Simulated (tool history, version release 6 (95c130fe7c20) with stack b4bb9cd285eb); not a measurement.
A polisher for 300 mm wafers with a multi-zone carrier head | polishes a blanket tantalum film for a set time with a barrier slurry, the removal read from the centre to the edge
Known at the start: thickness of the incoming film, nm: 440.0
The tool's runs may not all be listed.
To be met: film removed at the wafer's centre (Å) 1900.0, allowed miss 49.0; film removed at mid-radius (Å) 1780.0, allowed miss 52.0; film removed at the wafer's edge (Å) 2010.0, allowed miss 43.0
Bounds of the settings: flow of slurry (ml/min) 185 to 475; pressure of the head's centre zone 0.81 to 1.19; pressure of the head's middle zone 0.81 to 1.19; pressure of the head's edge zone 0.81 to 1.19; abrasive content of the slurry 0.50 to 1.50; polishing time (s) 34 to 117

run  hour  flow of slurry (ml/min)  pressure of the head's centre zone  pressure of the head's middle zone  pressure of the head's edge zone  abrasive content of the slurry  polishing time (s)  film removed at the wafer's centre (Å)  film removed at mid-radius (Å)  film removed at the wafer's edge (Å)
  1   0.0                      305                                1.00                                1.00                              1.00                            1.00                  75                                  1385.2                          1418.3                                1401.9
  2   5.8                      305                                1.00                                1.03                              1.00                            1.00                  75                                  1381.8                          1451.6                                1418.7
  3   8.5                      300                                1.01                                1.01                              1.06                            1.15                  78                                  1509.0                          1567.2                                1560.3
  4  10.9                      305                                1.01                                0.97                              1.10                            1.25                  81                                  1603.9                          1584.0                                1697.9
  5  19.6                      305                                1.01                                0.97                              1.15                            1.25                  81                                  1599.5                          1587.4                                1741.1
  6  27.1                      305                                1.01                                0.97                              1.15                            1.15                  81                                  1598.3                          1565.9                                1710.1
  7  32.2                      320                                1.02                                0.97                              1.16                            1.25                  82                                  1632.6                          1613.7                                1764.5
  8  37.8                      320                                1.03                                0.96                              1.17                            1.30                  84                                  1714.5                          1644.9                                1853.8
  9  40.1                      320                                1.05                                0.97                              1.18                            1.35                  85                                  1785.0                          1715.4                                1888.2
 10  42.3                      320                                1.05                                0.96                              1.18                            1.40                  86                                  1826.9                          1697.7                                1924.5
 11  47.7                      325                                1.05                                0.96                              1.18                            1.45                  86                                  1819.5                          1729.1                                1940.5

4 next moves are on the table. One of them brings every result within its allowed miss. Which?
  A  53.1                      295                                1.03                                0.93                              1.13                            1.25                  95                                       ?                               ?                                     ?
  B  53.1                      355                                1.01                                1.04                              1.11                            1.45                  87                                       ?                               ?                                     ?
  C  53.1                      280                                1.09                                0.98                              1.12                            1.50                  85                                       ?                               ?                                     ?
  D  53.1                      295                                1.01                                0.96                              1.19                            1.35                  90                                       ?                               ?                                     ?

move  film removed at the wafer's centre (Å)  film removed at mid-radius (Å)  film removed at the wafer's edge (Å)
   A                                  1905.1                          1781.6                                2038.4
   B                                  1798.4                          1880.7                                1931.4
   C                                  1872.5                          1727.9                                1884.7
   D                                  1802.3                          1765.0                                2019.1
A: meets every target
B: further off than the last run
C: brings the result that was furthest off to its target, and leaves another outside
D: further off than the last run
The right move is A.

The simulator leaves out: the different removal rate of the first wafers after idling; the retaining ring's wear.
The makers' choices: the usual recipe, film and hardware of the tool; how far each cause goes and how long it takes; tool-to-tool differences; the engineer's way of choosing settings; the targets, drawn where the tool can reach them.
